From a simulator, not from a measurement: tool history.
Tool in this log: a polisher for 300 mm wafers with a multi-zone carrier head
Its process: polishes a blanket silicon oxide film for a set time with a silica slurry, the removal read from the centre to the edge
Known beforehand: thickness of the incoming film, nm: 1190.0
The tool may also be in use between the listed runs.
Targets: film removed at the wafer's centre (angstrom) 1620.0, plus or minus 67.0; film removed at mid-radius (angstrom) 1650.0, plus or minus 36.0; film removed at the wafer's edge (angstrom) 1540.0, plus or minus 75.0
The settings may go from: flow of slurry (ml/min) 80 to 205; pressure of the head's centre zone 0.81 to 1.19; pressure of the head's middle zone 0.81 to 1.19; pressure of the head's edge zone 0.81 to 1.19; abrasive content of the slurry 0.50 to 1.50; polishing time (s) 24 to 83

run    day  flow of slurry (ml/min)  pressure of the head's centre zone  pressure of the head's middle zone  pressure of the head's edge zone  abrasive content of the slurry  polishing time (s)  film removed at the wafer's centre (angstrom)  film removed at mid-radius (angstrom)  film removed at the wafer's edge (angstrom)
  1  0.000                      135                                1.00                                1.00                              1.00                            1.00                  53                                         1401.6                                 1365.7                                       1380.7
  2  0.354                      150                                1.01                                1.03                              1.02                            1.00                  53                                         1428.9                                 1420.3                                       1447.5
  3  0.517                      150                                1.01                                1.03                              1.02                            1.10                  53                                         1531.8                                 1490.8                                       1474.3
  4  0.683                      150                                1.01                                1.03                              0.97                            1.10                  53                                         1514.0                                 1488.5                                       1468.1
  5  0.912                      160                                1.02                                1.06                              0.96                            1.10                  53                                         1574.0                                 1531.9                                       1477.9
  6  1.008                      160                                1.02                                1.06                              1.00                            1.10                  53                                         1544.6                                 1529.7                                       1493.4
  7  1.275                      170                                1.02                                1.08                              0.99                            1.10                  53                                         1587.0                                 1577.9                                       1529.2
  8  1.492                      175                                1.02                                1.09                              0.98                            1.10                  53                                         1608.5                                 1607.6                                       1503.0
  9  1.638                      180                                1.02                                1.09                              0.99                            1.10                  53                                         1610.6                                 1609.9                                       1459.2

4 next moves are on the table. One of them brings every result within its allowed miss. Which?
  A  1.783                      205                                1.07                                1.04                              1.04                            1.20                  50                                              ?                                      ?                                            ?
  B  1.783                      200                                1.01                                1.08                              0.97                            0.95                  57                                              ?                                      ?                                            ?
  C  1.783                      205                                1.09                                1.16                              0.88                            1.15                  47                                              ?                                      ?                                            ?
  D  1.783                      120                                1.06                                1.05                              1.00                            1.00                  60                                              ?                                      ?                                            ?

move  film removed at the wafer's centre (angstrom)  film removed at mid-radius (angstrom)  film removed at the wafer's edge (angstrom)
   A                                         1628.1                                 1541.7                                       1534.9
   B                                         1590.7                                 1645.6                                       1546.2
   C                                         1533.9                                 1565.2                                       1334.5
   D                                         1606.4                                 1568.1                                       1569.0
A: lands further from the targets than the last run did
B: all results land within tolerance of their targets
C: lands further from the targets than the last run did
D: lands further from the targets than the last run did
Answer: B

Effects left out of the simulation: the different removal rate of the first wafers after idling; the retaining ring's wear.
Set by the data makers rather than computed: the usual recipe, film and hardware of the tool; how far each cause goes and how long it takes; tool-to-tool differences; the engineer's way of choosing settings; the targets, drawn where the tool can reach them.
